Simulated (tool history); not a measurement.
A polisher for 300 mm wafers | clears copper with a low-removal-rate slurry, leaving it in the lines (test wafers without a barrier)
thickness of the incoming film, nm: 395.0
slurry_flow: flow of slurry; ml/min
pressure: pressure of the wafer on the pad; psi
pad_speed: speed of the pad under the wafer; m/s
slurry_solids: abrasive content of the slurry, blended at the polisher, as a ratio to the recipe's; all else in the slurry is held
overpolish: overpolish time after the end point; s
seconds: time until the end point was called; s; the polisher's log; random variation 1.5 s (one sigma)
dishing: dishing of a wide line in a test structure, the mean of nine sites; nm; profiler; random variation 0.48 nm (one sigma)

Run 1, day 0.000: slurry_flow 310 ml/min, pressure 3.5 psi, pad_speed 1.40 m/s, slurry_solids 1.00, overpolish 12 s. Result: seconds 83.243 s, dishing 21.363 nm.
Run 2, day 0.154: slurry_flow 310 ml/min, pressure 3.5 psi, pad_speed 1.12 m/s, slurry_solids 1.00, overpolish 12 s. Result: seconds 99.397 s, dishing 20.294 nm.
Run 3, day 0.471: slurry_flow 310 ml/min, pressure 3.5 psi, pad_speed 1.12 m/s, slurry_solids 1.00, overpolish 13 s. Result: seconds 99.174 s, dishing 20.306 nm.
Run 4, day 0.758: slurry_flow 310 ml/min, pressure 4.1 psi, pad_speed 1.12 m/s, slurry_solids 1.00, overpolish 13 s. Result: seconds 85.758 s, dishing 20.784 nm.
Run 5, day 0.808: slurry_flow 310 ml/min, pressure 3.9 psi, pad_speed 1.12 m/s, slurry_solids 1.00, overpolish 14 s. Result: seconds 90.370 s, dishing 22.002 nm.
Run 6, day 0.842: slurry_flow 310 ml/min, pressure 3.9 psi, pad_speed 1.12 m/s, slurry_solids 1.15, overpolish 14 s. Result: seconds 84.741 s, dishing 22.428 nm.

Forecast run 7:
Run 7, day 1.208: slurry_flow 310 ml/min, pressure 3.7 psi, pad_speed 1.12 m/s, slurry_solids 1.15, overpolish 14 s. Result: seconds ?, dishing ?.

seconds: 88.473 s
dishing: 21.632 nm
